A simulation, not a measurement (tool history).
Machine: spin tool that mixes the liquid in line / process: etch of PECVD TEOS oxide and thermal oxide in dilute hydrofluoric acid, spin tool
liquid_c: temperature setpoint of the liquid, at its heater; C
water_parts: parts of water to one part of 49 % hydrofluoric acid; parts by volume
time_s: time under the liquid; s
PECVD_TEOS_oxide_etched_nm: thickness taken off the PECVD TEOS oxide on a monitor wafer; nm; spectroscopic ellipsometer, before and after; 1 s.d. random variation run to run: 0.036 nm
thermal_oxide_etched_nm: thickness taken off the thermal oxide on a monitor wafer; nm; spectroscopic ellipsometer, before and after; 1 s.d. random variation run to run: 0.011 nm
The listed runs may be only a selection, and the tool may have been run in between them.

run  hour  liquid_c  water_parts  time_s  PECVD_TEOS_oxide_etched_nm  thermal_oxide_etched_nm
  1     0        21          245     180                      10.746                    2.383
  2     3        21          275     180                      9.3613                   2.1289
  3  11.2        23          275     180                      9.9101                   2.2298
  4    18        26          275     180                      11.088                   2.4807
  5  24.8        24          300     180                      9.2313                   2.1094
  6  30.8      22.5          320     175                      7.8102                   1.7958
  7  37.1      21.5          335     175                      7.1269                    1.592

For run 8, what comes out?
  8  39.1      21.5          430     170                           ?                        ?

Run 8 gave PECVD_TEOS_oxide_etched_nm 4.9701 nm, thermal_oxide_etched_nm 1.1207 nm.

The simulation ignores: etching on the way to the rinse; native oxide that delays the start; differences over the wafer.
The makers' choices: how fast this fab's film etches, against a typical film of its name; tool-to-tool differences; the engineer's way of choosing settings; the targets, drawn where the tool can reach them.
